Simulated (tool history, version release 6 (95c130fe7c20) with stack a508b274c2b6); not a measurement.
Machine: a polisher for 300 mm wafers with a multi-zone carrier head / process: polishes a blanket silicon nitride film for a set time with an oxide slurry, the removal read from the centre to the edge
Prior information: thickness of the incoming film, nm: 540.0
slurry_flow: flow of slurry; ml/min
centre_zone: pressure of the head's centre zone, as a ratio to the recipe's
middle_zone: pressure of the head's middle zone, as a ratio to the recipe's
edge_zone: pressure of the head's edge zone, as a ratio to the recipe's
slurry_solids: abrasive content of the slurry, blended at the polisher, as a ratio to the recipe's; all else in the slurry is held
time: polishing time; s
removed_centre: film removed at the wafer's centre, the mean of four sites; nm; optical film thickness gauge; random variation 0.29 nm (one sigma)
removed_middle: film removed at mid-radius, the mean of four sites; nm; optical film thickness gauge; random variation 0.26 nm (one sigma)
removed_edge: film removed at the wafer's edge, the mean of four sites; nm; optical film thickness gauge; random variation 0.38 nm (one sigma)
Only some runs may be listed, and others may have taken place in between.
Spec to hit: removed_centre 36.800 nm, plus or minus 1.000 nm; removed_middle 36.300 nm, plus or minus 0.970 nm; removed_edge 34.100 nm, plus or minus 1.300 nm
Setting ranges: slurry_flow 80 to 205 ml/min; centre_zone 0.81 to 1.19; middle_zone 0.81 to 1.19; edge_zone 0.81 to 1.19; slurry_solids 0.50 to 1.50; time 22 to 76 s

{"run": 1, "hour": 0.0, "slurry_flow": 135, "centre_zone": 1.0, "middle_zone": 1.0, "edge_zone": 1.0, "slurry_solids": 1.0, "time": 49, "removed_centre": 46.658, "removed_middle": 45.34, "removed_edge": 44.779}
{"run": 2, "hour": 7.0, "slurry_flow": 135, "centre_zone": 1.0, "middle_zone": 1.0, "edge_zone": 1.0, "slurry_solids": 1.0, "time": 58, "removed_centre": 53.926, "removed_middle": 53.53, "removed_edge": 52.797}
{"run": 3, "hour": 7.9, "slurry_flow": 135, "centre_zone": 1.0, "middle_zone": 1.05, "edge_zone": 1.0, "slurry_solids": 1.0, "time": 58, "removed_centre": 55.393, "removed_middle": 55.473, "removed_edge": 53.083}
{"run": 4, "hour": 10.8, "slurry_flow": 135, "centre_zone": 1.0, "middle_zone": 1.05, "edge_zone": 0.96, "slurry_solids": 1.0, "time": 58, "removed_centre": 54.594, "removed_middle": 55.065, "removed_edge": 51.777}
{"run": 5, "hour": 19.3, "slurry_flow": 110, "centre_zone": 1.0, "middle_zone": 1.05, "edge_zone": 0.96, "slurry_solids": 1.0, "time": 58, "removed_centre": 51.26, "removed_middle": 52.193, "removed_edge": 51.448}
{"run": 6, "hour": 27.3, "slurry_flow": 115, "centre_zone": 0.99, "middle_zone": 1.04, "edge_zone": 0.95, "slurry_solids": 0.95, "time": 57, "removed_centre": 48.807, "removed_middle": 50.382, "removed_edge": 48.67}
{"run": 7, "hour": 29.7, "slurry_flow": 120, "centre_zone": 0.99, "middle_zone": 1.02, "edge_zone": 0.94, "slurry_solids": 0.9, "time": 57, "removed_centre": 49.664, "removed_middle": 49.878, "removed_edge": 48.173}
{"run": 8, "hour": 34.7, "slurry_flow": 120, "centre_zone": 0.98, "middle_zone": 1.01, "edge_zone": 0.93, "slurry_solids": 0.85, "time": 56, "removed_centre": 46.968, "removed_middle": 47.115, "removed_edge": 45.861}

Exercise: of the 5 proposed moves below, exactly one satisfies all targets within the stated allowed misses. Which move is it?
{"run": "A", "hour": 39.7, "slurry_flow": 80, "centre_zone": 1.08, "middle_zone": 0.82, "edge_zone": 1.07, "slurry_solids": 0.85, "time": 65, "removed_centre": "?", "removed_middle": "?", "removed_edge": "?"}
{"run": "B", "hour": 39.7, "slurry_flow": 105, "centre_zone": 0.86, "middle_zone": 0.94, "edge_zone": 0.91, "slurry_solids": 1.05, "time": 76, "removed_centre": "?", "removed_middle": "?", "removed_edge": "?"}
{"run": "C", "hour": 39.7, "slurry_flow": 90, "centre_zone": 0.83, "middle_zone": 1.0, "edge_zone": 1.03, "slurry_solids": 0.8, "time": 69, "removed_centre": "?", "removed_middle": "?", "removed_edge": "?"}
{"run": "D", "hour": 39.7, "slurry_flow": 110, "centre_zone": 1.07, "middle_zone": 0.86, "edge_zone": 0.95, "slurry_solids": 0.95, "time": 43, "removed_centre": "?", "removed_middle": "?", "removed_edge": "?"}
{"run": "E", "hour": 39.7, "slurry_flow": 115, "centre_zone": 1.0, "middle_zone": 1.01, "edge_zone": 0.88, "slurry_solids": 0.75, "time": 46, "removed_centre": "?", "removed_middle": "?", "removed_edge": "?"}

move=A removed_centre=52.531 removed_middle=42.598 removed_edge=51.957
move=B removed_centre=59.045 removed_middle=64.112 removed_edge=64.860
move=C removed_centre=43.877 removed_middle=51.553 removed_edge=54.190
move=D removed_centre=40.633 removed_middle=33.582 removed_edge=36.358
move=E removed_centre=37.390 removed_middle=36.191 removed_edge=34.312
A: misses by more than the last run did
B: misses by more than the last run did
C: misses by more than the last run did
D: carries the result that was furthest off beyond its target, to the other side
E: each result inside its tolerance
Go with E: it meets all targets.
